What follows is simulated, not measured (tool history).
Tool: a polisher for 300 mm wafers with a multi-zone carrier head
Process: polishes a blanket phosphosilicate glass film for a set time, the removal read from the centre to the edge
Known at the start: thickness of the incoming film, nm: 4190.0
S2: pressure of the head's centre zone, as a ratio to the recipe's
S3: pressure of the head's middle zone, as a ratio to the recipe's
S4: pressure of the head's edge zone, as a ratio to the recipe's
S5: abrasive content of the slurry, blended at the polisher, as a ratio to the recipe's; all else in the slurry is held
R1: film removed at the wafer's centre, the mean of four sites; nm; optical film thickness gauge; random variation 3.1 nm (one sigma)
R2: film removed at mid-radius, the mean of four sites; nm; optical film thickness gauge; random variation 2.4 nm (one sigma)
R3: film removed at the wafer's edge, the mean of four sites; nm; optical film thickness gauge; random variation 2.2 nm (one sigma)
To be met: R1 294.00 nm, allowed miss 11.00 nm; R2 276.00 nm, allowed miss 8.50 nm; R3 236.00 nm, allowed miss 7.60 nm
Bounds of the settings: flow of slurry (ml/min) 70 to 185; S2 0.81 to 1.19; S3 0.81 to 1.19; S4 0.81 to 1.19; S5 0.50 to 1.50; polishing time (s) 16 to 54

{"run": 1, "hour": 0.0, "flow of slurry (ml/min)": 120, "S2": 1.0, "S3": 1.0, "S4": 1.0, "S5": 1.0, "polishing time (s)": 35, "R1": 188.17, "R2": 185.77, "R3": 190.01}
{"run": 2, "hour": 8.4, "flow of slurry (ml/min)": 90, "S2": 1.0, "S3": 1.0, "S4": 1.0, "S5": 1.0, "polishing time (s)": 35, "R1": 175.35, "R2": 168.26, "R3": 179.15}
{"run": 3, "hour": 14.3, "flow of slurry (ml/min)": 100, "S2": 1.02, "S3": 1.02, "S4": 1.0, "S5": 1.05, "polishing time (s)": 35, "R1": 186.04, "R2": 181.36, "R3": 188.37}
{"run": 4, "hour": 18.2, "flow of slurry (ml/min)": 110, "S2": 1.04, "S3": 1.03, "S4": 0.98, "S5": 1.1, "polishing time (s)": 35, "R1": 196.42, "R2": 191.24, "R3": 191.53}
{"run": 5, "hour": 25.2, "flow of slurry (ml/min)": 120, "S2": 1.06, "S3": 1.04, "S4": 0.97, "S5": 1.15, "polishing time (s)": 35, "R1": 210.6, "R2": 205.55, "R3": 198.58}
{"run": 6, "hour": 26.5, "flow of slurry (ml/min)": 130, "S2": 1.08, "S3": 1.05, "S4": 0.97, "S5": 1.15, "polishing time (s)": 35, "R1": 221.03, "R2": 208.33, "R3": 203.63}
{"run": 7, "hour": 27.7, "flow of slurry (ml/min)": 135, "S2": 1.09, "S3": 1.07, "S4": 0.97, "S5": 1.15, "polishing time (s)": 35, "R1": 221.95, "R2": 213.22, "R3": 201.92}
{"run": 8, "hour": 30.0, "flow of slurry (ml/min)": 135, "S2": 1.09, "S3": 1.07, "S4": 0.97, "S5": 1.15, "polishing time (s)": 35, "R1": 223.62, "R2": 209.74, "R3": 202.39}

Which of these 5 next moves meets every target?
{"run": "A", "hour": 32.3, "flow of slurry (ml/min)": 160, "S2": 1.04, "S3": 1.1, "S4": 0.88, "S5": 1.2, "polishing time (s)": 29, "R1": "?", "R2": "?", "R3": "?"}
{"run": "B", "hour": 32.3, "flow of slurry (ml/min)": 140, "S2": 1.15, "S3": 1.11, "S4": 0.84, "S5": 1.1, "polishing time (s)": 44, "R1": "?", "R2": "?", "R3": "?"}
{"run": "C", "hour": 32.3, "flow of slurry (ml/min)": 160, "S2": 1.01, "S3": 0.99, "S4": 0.99, "S5": 1.25, "polishing time (s)": 42, "R1": "?", "R2": "?", "R3": "?"}
{"run": "D", "hour": 32.3, "flow of slurry (ml/min)": 110, "S2": 1.11, "S3": 0.86, "S4": 1.19, "S5": 0.7, "polishing time (s)": 35, "R1": "?", "R2": "?", "R3": "?"}
{"run": "E", "hour": 32.3, "flow of slurry (ml/min)": 145, "S2": 1.03, "S3": 1.05, "S4": 1.0, "S5": 1.25, "polishing time (s)": 41, "R1": "?", "R2": "?", "R3": "?"}

move=A R1=189.59 R2=190.04 R3=167.74
move=B R1=298.47 R2=274.06 R3=236.94
move=C R1=270.44 R2=255.25 R3=260.72
move=D R1=180.05 R2=139.44 R3=180.70
move=E R1=263.34 R2=256.78 R3=251.94
A: further off than the last run
B: meets every target
C: nearer than the last run, and not there yet
D: further off than the last run
E: nearer than the last run, and not there yet
Move B is the one to make.

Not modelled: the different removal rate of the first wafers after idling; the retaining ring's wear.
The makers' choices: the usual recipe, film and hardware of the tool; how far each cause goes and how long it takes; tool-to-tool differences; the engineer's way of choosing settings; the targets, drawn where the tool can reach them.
